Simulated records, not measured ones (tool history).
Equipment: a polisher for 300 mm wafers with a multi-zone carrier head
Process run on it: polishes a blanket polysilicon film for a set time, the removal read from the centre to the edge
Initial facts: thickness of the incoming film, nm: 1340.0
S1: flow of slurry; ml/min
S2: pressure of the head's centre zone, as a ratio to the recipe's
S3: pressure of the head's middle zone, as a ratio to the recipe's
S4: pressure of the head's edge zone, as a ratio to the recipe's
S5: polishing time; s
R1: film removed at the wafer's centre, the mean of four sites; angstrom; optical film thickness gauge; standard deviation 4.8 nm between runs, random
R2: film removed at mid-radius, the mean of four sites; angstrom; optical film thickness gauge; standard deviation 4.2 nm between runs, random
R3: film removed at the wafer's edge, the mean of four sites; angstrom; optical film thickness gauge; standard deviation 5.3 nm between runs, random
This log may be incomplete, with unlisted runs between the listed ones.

{"run": 1, "hour": 0.0, "S1": 240, "S2": 1.0, "S3": 1.0, "S4": 1.0, "S5": 58, "R1": 2978.4, "R2": 3029.8, "R3": 2992.7}
{"run": 2, "hour": 1.5, "S1": 245, "S2": 1.03, "S3": 1.0, "S4": 1.04, "S5": 62, "R1": 3350.3, "R2": 3278.0, "R3": 3340.4}
{"run": 3, "hour": 4.3, "S1": 245, "S2": 1.03, "S3": 1.07, "S4": 1.04, "S5": 62, "R1": 3251.8, "R2": 3351.3, "R3": 3332.0}
{"run": 4, "hour": 5.0, "S1": 245, "S2": 1.03, "S3": 1.07, "S4": 1.12, "S5": 62, "R1": 3362.7, "R2": 3403.2, "R3": 3482.0}
{"run": 5, "hour": 9.1, "S1": 255, "S2": 1.06, "S3": 1.07, "S4": 1.14, "S5": 64, "R1": 3545.5, "R2": 3516.1, "R3": 3618.5}
{"run": 6, "hour": 9.9, "S1": 255, "S2": 1.08, "S3": 1.06, "S4": 1.15, "S5": 66, "R1": 3751.6, "R2": 3536.9, "R3": 3732.7}

What will run 7 give?
{"run": 7, "hour": 11.9, "S1": 260, "S2": 1.09, "S3": 1.07, "S4": 1.16, "S5": 67, "R1": "?", "R2": "?", "R3": "?"}

R1: 3801.6 angstrom
R2: 3664.5 angstrom
R3: 3862.3 angstrom
